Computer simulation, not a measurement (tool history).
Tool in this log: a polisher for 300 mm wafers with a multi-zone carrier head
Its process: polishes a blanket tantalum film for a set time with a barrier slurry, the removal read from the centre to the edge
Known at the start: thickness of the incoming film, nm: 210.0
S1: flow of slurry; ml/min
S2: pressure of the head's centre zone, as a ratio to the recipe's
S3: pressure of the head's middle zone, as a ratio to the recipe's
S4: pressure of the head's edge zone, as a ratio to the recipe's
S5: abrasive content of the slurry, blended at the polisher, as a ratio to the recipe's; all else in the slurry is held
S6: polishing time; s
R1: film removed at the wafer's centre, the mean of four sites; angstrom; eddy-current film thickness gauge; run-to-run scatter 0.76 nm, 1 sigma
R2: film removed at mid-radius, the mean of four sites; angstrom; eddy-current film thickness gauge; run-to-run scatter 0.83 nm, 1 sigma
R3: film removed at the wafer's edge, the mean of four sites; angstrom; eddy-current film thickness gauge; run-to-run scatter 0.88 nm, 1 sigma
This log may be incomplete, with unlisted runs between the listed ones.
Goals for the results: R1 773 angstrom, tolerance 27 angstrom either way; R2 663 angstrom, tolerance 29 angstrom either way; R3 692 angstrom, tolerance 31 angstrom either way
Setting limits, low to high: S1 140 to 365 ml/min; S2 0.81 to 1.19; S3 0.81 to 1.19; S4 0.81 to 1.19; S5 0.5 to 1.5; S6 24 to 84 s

| run | hour | S1 | S2 | S3 | S4 | S5 | S6 | R1 | R2 | R3 |
|---|---|---|---|---|---|---|---|---|---|---|
| 1 | 0 | 235 | 1 | 1 | 1 | 1 | 54 | 659.78 | 673.85 | 660.09 |
| 2 | 7.7 | 235 | 1 | 1 | 1.05 | 1 | 54 | 646.66 | 661.26 | 695.29 |
| 3 | 13.2 | 245 | 1.04 | 0.99 | 1.04 | 1 | 54 | 693.15 | 659.62 | 684.98 |
| 4 | 20.6 | 255 | 1.06 | 0.99 | 1.04 | 1 | 54 | 713.52 | 686.61 | 692.22 |
| 5 | 25.3 | 255 | 1.11 | 0.99 | 1.04 | 1 | 54 | 739.1 | 660.35 | 690.36 |
| 6 | 32 | 255 | 1.11 | 0.99 | 1.04 | 1 | 46 | 625.9 | 565.22 | 600.27 |
| 7 | 33.5 | 270 | 1.13 | 1 | 1.05 | 1.1 | 46 | 649.57 | 600.29 | 619.37 |
| 8 | 37.4 | 275 | 1.15 | 0.99 | 1.05 | 1.15 | 47 | 705.39 | 605.25 | 644.87 |
| 9 | 46.3 | 285 | 1.16 | 1 | 1.06 | 1.2 | 47 | 713.07 | 633.5 | 647.4 |
| 10 | 51.1 | 290 | 1.17 | 0.99 | 1.07 | 1.25 | 47 | 729.96 | 621.46 | 650.5 |
| 11 | 54.5 | 290 | 1.17 | 1 | 1.09 | 1.3 | 47 | 727.83 | 627.34 | 657.14 |
| 12 | 60.8 | 295 | 1.17 | 1 | 1.1 | 1.35 | 47 | 755.53 | 653.5 | 672.93 |
| 13 | 67.4 | 295 | 1.17 | 1 | 1.11 | 1.35 | 47 | 739.94 | 646.9 | 677.63 |

Consider the 5 candidate settings below. Which is the only one whose results all fall within their allowed miss of target?
| A | 74 | 310 | 1.05 | 1.03 | 1.15 | 1.4 | 47 | ? | ? | ? |
| B | 74 | 285 | 1.06 | 0.93 | 1.19 | 1.35 | 50 | ? | ? | ? |
| C | 74 | 310 | 1.1 | 1.04 | 1.06 | 1.4 | 46 | ? | ? | ? |
| D | 74 | 330 | 1.19 | 1.02 | 1.12 | 1.3 | 48 | ? | ? | ? |
| E | 74 | 280 | 1.11 | 1.11 | 1.01 | 1.5 | 45 | ? | ? | ? |

| move | R1 | R2 | R3 |
|---|---|---|---|
| A | 671.45 | 674.69 | 686.92 |
| B | 707.94 | 647.56 | 733.92 |
| C | 688.74 | 665.68 | 645.01 |
| D | 769.82 | 675.48 | 683.7 |
| E | 682.36 | 691.37 | 619.78 |
A: further off than the last run
B: further off than the last run
C: further off than the last run
D: hits every target within its allowed miss
E: further off than the last run
The right move is D.
